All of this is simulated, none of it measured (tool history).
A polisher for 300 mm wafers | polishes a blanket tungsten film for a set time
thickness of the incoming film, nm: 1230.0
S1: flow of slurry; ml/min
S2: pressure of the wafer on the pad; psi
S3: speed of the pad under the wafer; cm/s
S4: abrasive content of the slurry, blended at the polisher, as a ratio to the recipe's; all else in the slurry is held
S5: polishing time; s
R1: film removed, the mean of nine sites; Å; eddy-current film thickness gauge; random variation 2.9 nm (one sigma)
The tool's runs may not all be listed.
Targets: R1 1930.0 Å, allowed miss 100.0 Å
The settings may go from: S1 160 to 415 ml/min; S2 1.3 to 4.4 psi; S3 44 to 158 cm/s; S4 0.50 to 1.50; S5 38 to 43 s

Run 1, hour 0.0: S1 265 ml/min, S2 2.8 psi, S3 100 cm/s, S4 1.00, S5 43 s. Result: R1 1451.3 Å.
Run 2, hour 8.3: S1 265 ml/min, S2 2.8 psi, S3 100 cm/s, S4 0.90, S5 43 s. Result: R1 1376.8 Å.
Run 3, hour 12.9: S1 265 ml/min, S2 2.9 psi, S3 100 cm/s, S4 0.90, S5 43 s. Result: R1 1474.8 Å.
Run 4, hour 17.8: S1 200 ml/min, S2 2.9 psi, S3 100 cm/s, S4 0.90, S5 43 s. Result: R1 1389.9 Å.
Run 5, hour 21.0: S1 200 ml/min, S2 2.9 psi, S3 84 cm/s, S4 0.90, S5 43 s. Result: R1 1179.4 Å.
Run 6, hour 29.0: S1 200 ml/min, S2 2.9 psi, S3 84 cm/s, S4 1.05, S5 43 s. Result: R1 1259.8 Å.
Run 7, hour 36.7: S1 200 ml/min, S2 3.0 psi, S3 84 cm/s, S4 1.05, S5 43 s. Result: R1 1249.1 Å.
Run 8, hour 43.1: S1 200 ml/min, S2 3.1 psi, S3 84 cm/s, S4 1.05, S5 43 s. Result: R1 1332.5 Å.
Run 9, hour 51.1: S1 200 ml/min, S2 3.2 psi, S3 84 cm/s, S4 1.05, S5 43 s. Result: R1 1335.4 Å.
Run 10, hour 56.7: S1 200 ml/min, S2 3.3 psi, S3 84 cm/s, S4 1.05, S5 43 s. Result: R1 1411.4 Å.
Run 11, hour 61.2: S1 200 ml/min, S2 3.4 psi, S3 84 cm/s, S4 1.05, S5 43 s. Result: R1 1470.7 Å.
Run 12, hour 66.4: S1 200 ml/min, S2 3.5 psi, S3 84 cm/s, S4 1.05, S5 43 s. Result: R1 1525.2 Å.
Run 13, hour 72.4: S1 200 ml/min, S2 3.6 psi, S3 84 cm/s, S4 1.05, S5 43 s. Result: R1 1539.9 Å.
Run 14, hour 76.9: S1 200 ml/min, S2 3.7 psi, S3 84 cm/s, S4 1.05, S5 43 s. Result: R1 1625.2 Å.
Run 15, hour 83.9: S1 205 ml/min, S2 4.0 psi, S3 84 cm/s, S4 1.05, S5 43 s. Result: R1 1691.9 Å.

Which of these 4 next moves meets every target?
Run A, hour 90.9: S1 250 ml/min, S2 3.1 psi, S3 120 cm/s, S4 1.10, S5 43 s. Result: R1 ?.
Run B, hour 90.9: S1 160 ml/min, S2 4.0 psi, S3 72 cm/s, S4 1.10, S5 38 s. Result: R1 ?.
Run C, hour 90.9: S1 230 ml/min, S2 3.5 psi, S3 92 cm/s, S4 1.00, S5 41 s. Result: R1 ?.
Run D, hour 90.9: S1 190 ml/min, S2 3.4 psi, S3 92 cm/s, S4 1.05, S5 39 s. Result: R1 ?.

move      R1
   A  1882.9
   B  1246.1
   C  1529.4
   D  1390.9
A: meets every target
B: further off than the last run
C: further off than the last run
D: further off than the last run
The right move is A.
